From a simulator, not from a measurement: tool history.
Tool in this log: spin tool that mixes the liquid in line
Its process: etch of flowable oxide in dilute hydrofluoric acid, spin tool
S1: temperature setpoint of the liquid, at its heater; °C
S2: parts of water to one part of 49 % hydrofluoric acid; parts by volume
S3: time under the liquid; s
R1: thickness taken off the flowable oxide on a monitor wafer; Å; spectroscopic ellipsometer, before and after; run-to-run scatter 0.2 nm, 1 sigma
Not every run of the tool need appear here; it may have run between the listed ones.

run	hour	S1	S2	S3	R1
1	0.0	24	110	50	116.920
2	3.0	24	110	50	118.330
3	9.7	24	135	50	92.318
4	12.3	25	125	50	104.080
5	19.8	25	125	55	113.980
6	27.5	25	85	55	179.200

Run 7 has not been measured yet. What should we expect?
7	29.2	26	85	55	?

R1: 183.780 Å
